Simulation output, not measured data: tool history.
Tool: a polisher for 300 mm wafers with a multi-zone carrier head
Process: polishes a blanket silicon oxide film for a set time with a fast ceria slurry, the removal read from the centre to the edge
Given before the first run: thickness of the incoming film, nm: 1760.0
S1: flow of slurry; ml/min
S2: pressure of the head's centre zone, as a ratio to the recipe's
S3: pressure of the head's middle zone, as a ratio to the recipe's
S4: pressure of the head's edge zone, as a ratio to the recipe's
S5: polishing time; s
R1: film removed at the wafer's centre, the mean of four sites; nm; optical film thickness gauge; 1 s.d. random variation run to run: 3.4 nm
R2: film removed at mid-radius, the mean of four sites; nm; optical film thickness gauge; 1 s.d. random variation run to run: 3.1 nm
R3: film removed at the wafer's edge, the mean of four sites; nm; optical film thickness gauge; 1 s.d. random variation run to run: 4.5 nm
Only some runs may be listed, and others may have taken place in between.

Run 1, hour 0: S1 180 ml/min, S2 1, S3 1, S4 1, S5 31 s. Result: R1 445.23 nm, R2 452.4 nm, R3 453.82 nm.
Run 2, hour 7.3: S1 180 ml/min, S2 1, S3 0.94, S4 1, S5 31 s. Result: R1 441.94 nm, R2 426.65 nm, R3 452.2 nm.
Run 3, hour 12.9: S1 175 ml/min, S2 1, S3 0.94, S4 0.97, S5 30 s. Result: R1 419.7 nm, R2 421.41 nm, R3 433.53 nm.
Run 4, hour 17.8: S1 175 ml/min, S2 0.95, S3 0.94, S4 0.97, S5 30 s. Result: R1 408.34 nm, R2 419.73 nm, R3 428.85 nm.
Run 5, hour 19.5: S1 175 ml/min, S2 0.97, S3 0.92, S4 0.94, S5 29 s. Result: R1 405.76 nm, R2 390.11 nm, R3 406.68 nm.
Run 6, hour 23.1: S1 175 ml/min, S2 0.97, S3 0.92, S4 0.94, S5 33 s. Result: R1 450.92 nm, R2 450.08 nm, R3 470.84 nm.

Run 7, settings as shown, results not yet in. Your forecast:
Run 7, hour 30.6: S1 170 ml/min, S2 0.94, S3 0.91, S4 0.84, S5 24 s. Result: R1 ?, R2 ?, R3 ?.

Run 7 produced R1 317.44 nm, R2 324.55 nm, R3 322.83 nm.
